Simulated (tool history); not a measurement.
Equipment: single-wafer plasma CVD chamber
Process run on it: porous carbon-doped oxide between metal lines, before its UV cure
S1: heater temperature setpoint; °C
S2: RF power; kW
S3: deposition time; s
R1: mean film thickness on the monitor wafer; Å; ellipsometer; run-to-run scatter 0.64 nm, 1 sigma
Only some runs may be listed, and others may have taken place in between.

run	day	S1	S2	S3	R1
1	0	285	0.525	17.1	1070.4
2	0.321	291	0.525	17.1	1014.1
3	0.533	291	0.525	17.6	1041.4
4	0.6	291	0.46	17.6	949.36
5	0.817	291	0.46	17.1	921.59
# day 0.996: RF generator calibrated
6	0.996	301	0.46	17.1	914.53
7	1.112	297	0.53	17.3	1042.1
8	1.438	285	0.605	17.4	1242.4

Estimate the outcome of run 9 from the log above:
9	1.642	282	0.61	17.4	?

{"run 9": {"R1": 1279.2}}
